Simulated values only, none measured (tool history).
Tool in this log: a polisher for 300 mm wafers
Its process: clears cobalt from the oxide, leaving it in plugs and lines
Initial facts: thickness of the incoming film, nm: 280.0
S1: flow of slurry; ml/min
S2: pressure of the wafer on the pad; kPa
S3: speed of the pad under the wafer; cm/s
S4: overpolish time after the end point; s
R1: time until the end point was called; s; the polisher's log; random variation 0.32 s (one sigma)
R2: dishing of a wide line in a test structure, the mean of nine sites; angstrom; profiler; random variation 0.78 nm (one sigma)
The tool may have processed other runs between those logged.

run,day,S1,S2,S3,S4,R1,R2
1,0,240,11.7,126,19,50.635,552.38
2,0.208,245,12.4,126,17,47.12,533.82
3,0.525,245,12.4,154,17,39.034,581.62
4,0.762,245,12.4,184,17,32.368,645.71
5,1.004,245,12.4,164,17,36.674,606.72
6,1.217,245,12.4,150,17,39.936,570.79
7,1.308,250,12.4,150,16,39.474,567.07
8,1.538,260,12.4,150,15,39.377,548.7
9,1.617,270,12.4,150,14,39.366,517.88
10,1.921,275,12.4,150,14,38.786,526.97
11,2.208,285,12.4,150,14,38.857,529.74

Predict the results of run 12:
12,2.288,290,12.4,150,14,?,?

{"run 12": {"R1": 38.542, "R2": 529.81}}

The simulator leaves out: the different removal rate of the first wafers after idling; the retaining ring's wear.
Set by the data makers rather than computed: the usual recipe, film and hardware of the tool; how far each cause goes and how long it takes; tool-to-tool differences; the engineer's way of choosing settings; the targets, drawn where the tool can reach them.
